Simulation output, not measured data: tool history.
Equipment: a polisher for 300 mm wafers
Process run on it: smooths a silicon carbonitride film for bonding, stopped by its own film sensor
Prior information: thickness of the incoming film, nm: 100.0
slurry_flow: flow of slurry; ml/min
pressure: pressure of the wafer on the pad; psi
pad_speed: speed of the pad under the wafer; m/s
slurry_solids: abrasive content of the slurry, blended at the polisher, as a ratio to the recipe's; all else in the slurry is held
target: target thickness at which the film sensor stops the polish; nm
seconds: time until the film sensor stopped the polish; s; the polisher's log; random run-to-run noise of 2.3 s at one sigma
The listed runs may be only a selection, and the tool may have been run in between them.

run,hour,slurry_flow,pressure,pad_speed,slurry_solids,target,seconds
1,0.0,215,2.1,0.86,1.0,81,81.449
2,8.1,215,2.0,0.86,1.0,81,84.725
3,13.7,215,1.9,0.86,1.0,81,85.219
4,21.7,235,1.9,0.86,1.0,81,86.031
5,27.9,235,1.9,0.86,1.2,81,77.430
6,34.0,235,1.9,1.00,1.2,81,71.347
7,38.0,235,1.8,0.98,1.2,81,74.716

Run 8 is up next; what results do you expect?
8,41.3,235,1.8,0.98,1.2,81,?

Logged for run 8: seconds 76.365 s.
